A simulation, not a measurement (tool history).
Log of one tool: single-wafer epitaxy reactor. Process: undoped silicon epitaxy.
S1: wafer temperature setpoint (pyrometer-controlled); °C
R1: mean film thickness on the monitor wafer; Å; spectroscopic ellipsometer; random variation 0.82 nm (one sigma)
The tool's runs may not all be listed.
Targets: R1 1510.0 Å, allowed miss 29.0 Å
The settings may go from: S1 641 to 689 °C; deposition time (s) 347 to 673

{"run": 1, "day": 0.0, "S1": 665, "deposition time (s)": 510, "R1": 1156.4}
{"run": 2, "day": 0.142, "S1": 665, "deposition time (s)": 485, "R1": 1096.4}
{"run": 3, "day": 0.254, "S1": 667, "deposition time (s)": 485, "R1": 1158.3}
{"run": 4, "day": 0.438, "S1": 669, "deposition time (s)": 485, "R1": 1203.1}
{"run": 5, "day": 0.742, "S1": 671, "deposition time (s)": 485, "R1": 1254.7}
{"run": 6, "day": 0.767, "S1": 664, "deposition time (s)": 485, "R1": 1079.4}
{"run": 7, "day": 0.875, "S1": 666, "deposition time (s)": 485, "R1": 1140.0}
{"run": 8, "day": 0.908, "S1": 668, "deposition time (s)": 485, "R1": 1183.0}
{"run": 9, "day": 1.104, "S1": 670, "deposition time (s)": 485, "R1": 1230.1}
{"run": 10, "day": 1.208, "S1": 671, "deposition time (s)": 485, "R1": 1265.7}
{"run": 11, "day": 1.471, "S1": 672, "deposition time (s)": 485, "R1": 1301.0}
{"run": 12, "day": 1.788, "S1": 673, "deposition time (s)": 485, "R1": 1331.9}
{"run": 13, "day": 1.988, "S1": 674, "deposition time (s)": 485, "R1": 1354.9}
{"run": 14, "day": 2.262, "S1": 675, "deposition time (s)": 485, "R1": 1400.0}

4 next moves are on the table. One of them brings every result within its allowed miss. Which?
{"run": "A", "day": 2.538, "S1": 669, "deposition time (s)": 524, "R1": "?"}
{"run": "B", "day": 2.538, "S1": 678, "deposition time (s)": 486, "R1": "?"}
{"run": "C", "day": 2.538, "S1": 672, "deposition time (s)": 488, "R1": "?"}
{"run": "D", "day": 2.538, "S1": 676, "deposition time (s)": 490, "R1": "?"}

move=A R1=1313.1
move=B R1=1505.6
move=C R1=1313.1
move=D R1=1448.7
A: further off than the last run
B: meets every target
C: further off than the last run
D: nearer than the last run, and not there yet
Answer: B
